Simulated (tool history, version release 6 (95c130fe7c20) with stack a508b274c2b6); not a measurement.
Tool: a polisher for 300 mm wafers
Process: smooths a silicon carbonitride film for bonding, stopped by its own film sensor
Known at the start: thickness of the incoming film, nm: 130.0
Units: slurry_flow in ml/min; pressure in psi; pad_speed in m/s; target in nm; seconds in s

Run 1, day 0: slurry_flow 175 ml/min, pressure 2.8 psi, pad_speed 0.76 m/s, slurry_solids 1, target 88 nm. Result: seconds 137.97 s.
Run 2, day 0.142: slurry_flow 175 ml/min, pressure 3 psi, pad_speed 0.76 m/s, slurry_solids 1, target 88 nm. Result: seconds 126.36 s.
Run 3, day 0.217: slurry_flow 175 ml/min, pressure 3 psi, pad_speed 0.76 m/s, slurry_solids 1, target 88 nm. Result: seconds 128.85 s.
Run 4, day 0.454: slurry_flow 175 ml/min, pressure 3 psi, pad_speed 0.76 m/s, slurry_solids 1, target 86 nm. Result: seconds 137.8 s.
Run 5, day 0.479: slurry_flow 210 ml/min, pressure 3 psi, pad_speed 0.76 m/s, slurry_solids 1, target 86 nm. Result: seconds 133.42 s.
Run 6, day 0.525: slurry_flow 210 ml/min, pressure 3.2 psi, pad_speed 0.76 m/s, slurry_solids 1, target 86 nm. Result: seconds 118.77 s.
Run 7, day 0.575: slurry_flow 210 ml/min, pressure 3.7 psi, pad_speed 0.78 m/s, slurry_solids 1, target 86 nm. Result: seconds 101.94 s.

Forecast run 8:
Run 8, day 0.879: slurry_flow 215 ml/min, pressure 3.8 psi, pad_speed 0.78 m/s, slurry_solids 1, target 86 nm. Result: seconds ?.

seconds: 103.16 s
